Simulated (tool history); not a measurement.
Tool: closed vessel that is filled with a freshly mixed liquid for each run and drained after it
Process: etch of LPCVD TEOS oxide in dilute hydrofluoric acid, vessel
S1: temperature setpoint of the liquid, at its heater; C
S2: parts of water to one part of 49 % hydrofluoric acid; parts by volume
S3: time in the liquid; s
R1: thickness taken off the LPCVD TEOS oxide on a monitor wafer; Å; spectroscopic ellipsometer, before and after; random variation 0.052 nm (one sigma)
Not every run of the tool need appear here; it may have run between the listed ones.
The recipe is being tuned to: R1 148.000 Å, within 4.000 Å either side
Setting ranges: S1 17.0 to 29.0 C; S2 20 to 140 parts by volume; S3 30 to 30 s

run,hour,S1,S2,S3,R1
1,0.0,21.0,75,30,113.880
2,5.2,21.0,75,30,113.420
3,10.8,21.5,75,30,115.970
4,15.5,21.5,95,30,89.430
5,24.2,22.0,95,30,91.981
6,28.6,22.0,95,30,92.240
7,32.2,22.5,95,30,93.525
8,35.6,22.5,95,30,93.216
9,44.7,23.0,95,30,95.671
10,52.4,23.5,95,30,97.350
11,55.0,27.5,80,30,137.370
12,62.1,28.5,80,30,143.020
13,63.5,28.5,80,30,142.810

Below are 5 possible settings for the next run. Only one of them brings all results inside the allowed miss of their targets. Which is it?
A,64.9,24.5,65,30,?
B,64.9,26.5,80,30,?
C,64.9,27.5,75,30,?
D,64.9,29.0,85,30,?
E,64.9,27.0,80,30,?

move,R1
A,153.640
B,132.540
C,148.040
D,136.520
E,135.160
A: takes the biggest miss from the last run beyond its target
B: moves away from the targets compared with the last run
C: all results land within tolerance of their targets
D: moves away from the targets compared with the last run
E: moves away from the targets compared with the last run
So the answer is move C, the one that meets all the targets.

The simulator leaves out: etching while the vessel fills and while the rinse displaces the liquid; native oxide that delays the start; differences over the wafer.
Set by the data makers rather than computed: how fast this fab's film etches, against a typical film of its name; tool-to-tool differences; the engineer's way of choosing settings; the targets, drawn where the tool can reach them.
